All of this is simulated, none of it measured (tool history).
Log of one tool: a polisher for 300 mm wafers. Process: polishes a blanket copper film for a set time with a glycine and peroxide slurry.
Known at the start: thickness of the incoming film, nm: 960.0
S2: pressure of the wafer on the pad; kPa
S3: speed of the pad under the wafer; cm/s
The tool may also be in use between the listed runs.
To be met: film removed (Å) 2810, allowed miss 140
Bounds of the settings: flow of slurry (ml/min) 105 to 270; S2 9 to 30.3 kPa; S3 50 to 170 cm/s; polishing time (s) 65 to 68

run 1 hour=0 | flow_of_slurry_(ml/min)=175 S2=19.3 S3=110 polishing_time_(s)=65 | film_removed_(Å)=3719.6
run 2 hour=7.9 | flow_of_slurry_(ml/min)=175 S2=17.2 S3=108 polishing_time_(s)=65 | film_removed_(Å)=3358
run 3 hour=12.4 | flow_of_slurry_(ml/min)=210 S2=17.2 S3=108 polishing_time_(s)=65 | film_removed_(Å)=3480.3
run 4 hour=14.4 | flow_of_slurry_(ml/min)=210 S2=20.7 S3=108 polishing_time_(s)=65 | film_removed_(Å)=3971.3
run 5 hour=15.9 | flow_of_slurry_(ml/min)=210 S2=20.7 S3=108 polishing_time_(s)=68 | film_removed_(Å)=4049.4
run 6 hour=24.8 | flow_of_slurry_(ml/min)=210 S2=20.7 S3=108 polishing_time_(s)=65 | film_removed_(Å)=3988.9
run 7 hour=28.1 | flow_of_slurry_(ml/min)=205 S2=15.2 S3=102 polishing_time_(s)=65 | film_removed_(Å)=3052.6
run 8 hour=29.8 | flow_of_slurry_(ml/min)=205 S2=14.5 S3=102 polishing_time_(s)=65 | film_removed_(Å)=3061.2

5 next moves are on the table. One of them brings every result within its allowed miss. Which?
run A hour=31.5 | flow_of_slurry_(ml/min)=225 S2=13.8 S3=84 polishing_time_(s)=65 | film_removed_(Å)=?
run B hour=31.5 | flow_of_slurry_(ml/min)=170 S2=17.9 S3=94 polishing_time_(s)=68 | film_removed_(Å)=?
run C hour=31.5 | flow_of_slurry_(ml/min)=195 S2=12.4 S3=88 polishing_time_(s)=65 | film_removed_(Å)=?
run D hour=31.5 | flow_of_slurry_(ml/min)=230 S2=17.9 S3=104 polishing_time_(s)=65 | film_removed_(Å)=?
run E hour=31.5 | flow_of_slurry_(ml/min)=165 S2=13.1 S3=100 polishing_time_(s)=66 | film_removed_(Å)=?

move=A film_removed_(Å)=2562.4
move=B film_removed_(Å)=3279.2
move=C film_removed_(Å)=2476.6
move=D film_removed_(Å)=3506.6
move=E film_removed_(Å)=2791.4
A: takes the result that was furthest off past its target
B: further off than the last run
C: takes the result that was furthest off past its target
D: further off than the last run
E: meets every target
The right move is E.
